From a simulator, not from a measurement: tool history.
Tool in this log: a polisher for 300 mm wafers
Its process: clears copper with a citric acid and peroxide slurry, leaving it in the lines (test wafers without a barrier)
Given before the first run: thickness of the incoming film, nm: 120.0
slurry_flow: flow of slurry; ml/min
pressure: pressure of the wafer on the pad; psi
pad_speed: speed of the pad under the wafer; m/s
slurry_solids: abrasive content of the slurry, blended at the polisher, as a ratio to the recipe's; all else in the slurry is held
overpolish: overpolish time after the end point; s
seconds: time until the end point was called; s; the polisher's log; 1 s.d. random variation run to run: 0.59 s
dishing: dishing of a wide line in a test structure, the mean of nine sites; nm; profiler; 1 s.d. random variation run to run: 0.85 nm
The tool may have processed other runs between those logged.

run	day	slurry_flow	pressure	pad_speed	slurry_solids	overpolish	seconds	dishing
1	0.000	245	2.3	0.84	1.0	15	89.498	14.404
2	0.288	270	2.3	0.84	1.0	15	87.442	13.935
3	0.508	270	2.6	0.84	1.0	15	76.568	16.428
4	0.550	270	2.6	0.84	0.8	15	83.223	15.768
5	0.846	270	2.6	0.74	0.8	15	93.021	13.708
6	1.029	270	2.1	0.74	0.8	15	113.740	11.067
7	1.388	270	2.1	0.74	0.8	15	115.450	11.420
8	1.708	270	2.3	0.76	0.8	16	101.250	14.164
9	1.950	270	2.3	0.76	0.8	16	102.500	13.921
10	2.017	270	2.5	0.78	0.8	17	91.569	15.347
11	2.350	265	2.7	0.80	0.8	18	82.387	18.667
12	2.721	265	2.8	0.82	0.8	19	77.599	19.858
13	2.746	265	2.9	0.84	0.8	20	74.662	22.239

Estimate the outcome of run 14 from the log above:
14	2.783	265	3.0	0.86	0.8	21	?	?

Run 14 yielded seconds 69.345 s, dishing 25.403 nm.
